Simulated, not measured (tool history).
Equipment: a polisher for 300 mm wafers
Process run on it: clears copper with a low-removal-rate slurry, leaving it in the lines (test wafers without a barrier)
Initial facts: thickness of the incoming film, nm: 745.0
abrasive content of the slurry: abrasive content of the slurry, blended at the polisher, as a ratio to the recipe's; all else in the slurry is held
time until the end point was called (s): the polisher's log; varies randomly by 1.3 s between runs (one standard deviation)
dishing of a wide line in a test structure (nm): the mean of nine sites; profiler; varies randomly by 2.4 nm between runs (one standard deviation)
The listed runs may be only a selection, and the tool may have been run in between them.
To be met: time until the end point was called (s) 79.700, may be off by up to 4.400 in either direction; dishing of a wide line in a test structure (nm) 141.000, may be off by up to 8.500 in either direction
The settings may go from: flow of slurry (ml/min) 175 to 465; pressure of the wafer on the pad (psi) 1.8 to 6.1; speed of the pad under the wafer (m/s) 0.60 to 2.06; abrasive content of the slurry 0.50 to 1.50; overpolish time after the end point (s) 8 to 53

run  hour  flow of slurry (ml/min)  pressure of the wafer on the pad (psi)  speed of the pad under the wafer (m/s)  abrasive content of the slurry  overpolish time after the end point (s)  time until the end point was called (s)  dishing of a wide line in a test structure (nm)
  1   0.0                      295                                     3.9                                    1.32                            1.00                                       27                                  101.860                                           97.083
  2   1.0                      295                                     4.2                                    1.32                            1.00                                       30                                   97.346                                          108.470
  3   9.1                      295                                     4.2                                    1.32                            0.85                                       30                                   99.312                                          106.300
  4  13.1                      295                                     4.5                                    1.32                            0.85                                       32                                   96.916                                          119.090
  5  21.8                      295                                     4.5                                    1.32                            0.85                                       25                                   93.726                                           98.945
  6  27.3                      295                                     4.5                                    1.32                            0.85                                       14                                   95.229                                           66.703
  7  34.7                      295                                     4.7                                    1.32                            0.85                                       20                                   87.097                                           88.047
  8  43.1                      295                                     5.1                                    1.24                            0.85                                       33                                   86.646                                          122.620

Next run, 5 choices. One meets every target within its allowed miss, the rest don't. Which?
  A  51.5                      310                                     4.5                                    1.46                            1.20                                       27                                        ?                                                ?
  B  51.5                      295                                     5.3                                    1.26                            0.85                                       32                                        ?                                                ?
  C  51.5                      265                                     5.3                                    1.40                            0.75                                       38                                        ?                                                ?
  D  51.5                      270                                     5.5                                    1.04                            0.75                                       32                                        ?                                                ?
  E  51.5                      300                                     5.1                                    1.12                            0.80                                       22                                        ?                                                ?

move  time until the end point was called (s)  dishing of a wide line in a test structure (nm)
   A                                   78.331                                          111.470
   B                                   80.668                                          122.840
   C                                   77.004                                          136.120
   D                                   92.868                                          114.390
   E                                   92.496                                           90.059
A: its largest miss is bigger than the last run's
B: no nearer and no further than the last run
C: hits every target within its allowed miss
D: its largest miss is bigger than the last run's
E: its largest miss is bigger than the last run's
The right move is C.

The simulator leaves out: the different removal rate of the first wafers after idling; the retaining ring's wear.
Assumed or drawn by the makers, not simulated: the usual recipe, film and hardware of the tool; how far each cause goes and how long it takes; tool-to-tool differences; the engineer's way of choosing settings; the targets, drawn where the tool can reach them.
